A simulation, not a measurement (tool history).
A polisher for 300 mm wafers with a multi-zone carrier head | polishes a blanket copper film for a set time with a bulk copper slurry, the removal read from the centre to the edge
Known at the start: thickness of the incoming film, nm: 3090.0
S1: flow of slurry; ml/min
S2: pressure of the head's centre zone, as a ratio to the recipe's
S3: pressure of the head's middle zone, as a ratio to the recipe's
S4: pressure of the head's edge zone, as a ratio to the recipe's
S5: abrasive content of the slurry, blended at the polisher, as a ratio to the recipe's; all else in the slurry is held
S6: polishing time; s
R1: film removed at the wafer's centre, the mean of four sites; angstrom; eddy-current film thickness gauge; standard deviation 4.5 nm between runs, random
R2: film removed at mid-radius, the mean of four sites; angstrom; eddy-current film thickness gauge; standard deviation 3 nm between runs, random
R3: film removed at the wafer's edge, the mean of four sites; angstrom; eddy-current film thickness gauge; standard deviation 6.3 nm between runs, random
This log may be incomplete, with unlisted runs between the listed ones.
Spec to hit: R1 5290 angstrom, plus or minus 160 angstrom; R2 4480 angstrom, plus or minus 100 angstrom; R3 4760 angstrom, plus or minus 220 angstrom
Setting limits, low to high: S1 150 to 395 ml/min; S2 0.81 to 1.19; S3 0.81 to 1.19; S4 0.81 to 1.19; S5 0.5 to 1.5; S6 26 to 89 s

| run | hour | S1 | S2 | S3 | S4 | S5 | S6 | R1 | R2 | R3 |
|---|---|---|---|---|---|---|---|---|---|---|
| 1 | 0 | 250 | 1 | 1 | 1 | 1 | 57 | 4469.2 | 4386.2 | 4472.1 |
| 2 | 5.2 | 270 | 1.03 | 0.99 | 1.01 | 1 | 57 | 4757.2 | 4348.4 | 4632.7 |
| 3 | 9.9 | 290 | 1.04 | 0.99 | 1 | 1 | 57 | 4861.1 | 4408.2 | 4605.5 |
| 4 | 16.3 | 305 | 1.05 | 0.99 | 1 | 1 | 57 | 4883.3 | 4377.3 | 4533.1 |
| 5 | 24.8 | 305 | 0.99 | 0.99 | 1 | 1 | 57 | 4611.9 | 4378 | 4487.5 |
| 6 | 27 | 305 | 0.99 | 0.99 | 1 | 0.8 | 57 | 4346.2 | 4209.2 | 4471.3 |
| 7 | 31.9 | 305 | 0.99 | 0.99 | 1 | 0.8 | 57 | 4346.7 | 4203.9 | 4335.9 |
| 8 | 35.4 | 310 | 1.03 | 1 | 1.02 | 0.8 | 57 | 4535.5 | 4209.3 | 4372.5 |
| 9 | 44.1 | 300 | 1.05 | 1 | 1.03 | 0.85 | 57 | 4669.1 | 4287.7 | 4473.5 |
| 10 | 46.8 | 300 | 1.07 | 1 | 1.05 | 0.9 | 57 | 4831.5 | 4329.4 | 4522.3 |
| 11 | 54.4 | 295 | 1.08 | 1 | 1.06 | 0.95 | 57 | 4996.8 | 4326.4 | 4606.4 |
| 12 | 55.1 | 295 | 1.09 | 1 | 1.07 | 0.95 | 57 | 5012.4 | 4356.2 | 4689.9 |
|  | 59.1 | worn pad replaced by a new one |
| 13 | 59.1 | 300 | 1.1 | 1 | 1.07 | 0.95 | 57 | 5628.8 | 4931.6 | 5282.9 |
| 14 | 64.1 | 285 | 1.1 | 0.99 | 1.05 | 1 | 57 | 5617.8 | 4877.7 | 5284.3 |
| 15 | 66.1 | 310 | 1.09 | 0.99 | 1.06 | 1 | 57 | 5635.9 | 4937.2 | 5288.2 |
| 16 | 72.7 | 295 | 1.1 | 0.99 | 1.05 | 1 | 57 | 5702.7 | 4907 | 5309.3 |

Which of these 5 next moves meets every target?
| A | 79.3 | 295 | 1.13 | 1.05 | 1.05 | 1 | 52 | ? | ? | ? |
| B | 79.3 | 265 | 1.17 | 1.04 | 1.13 | 1 | 50 | ? | ? | ? |
| C | 79.3 | 270 | 1.14 | 1.01 | 0.85 | 1.3 | 49 | ? | ? | ? |
| D | 79.3 | 335 | 1.19 | 0.96 | 0.98 | 1.05 | 53 | ? | ? | ? |
| E | 79.3 | 340 | 1 | 0.88 | 1.07 | 0.55 | 75 | ? | ? | ? |

| move | R1 | R2 | R3 |
|---|---|---|---|
| A | 5346.7 | 4647.8 | 4786.2 |
| B | 5281 | 4399.1 | 4749.7 |
| C | 5331.7 | 4450 | 4295.8 |
| D | 5848.8 | 4472.4 | 4801 |
| E | 6127.7 | 5199.5 | 6264 |
A: gains on the last run, yet a result remains outside its allowed miss
B: all results land within tolerance of their targets
C: brings the last run's worst result on target, with another outside its allowed miss
D: brings the last run's worst result on target, with another outside its allowed miss
E: moves away from the targets compared with the last run
The move that meets every target is B.

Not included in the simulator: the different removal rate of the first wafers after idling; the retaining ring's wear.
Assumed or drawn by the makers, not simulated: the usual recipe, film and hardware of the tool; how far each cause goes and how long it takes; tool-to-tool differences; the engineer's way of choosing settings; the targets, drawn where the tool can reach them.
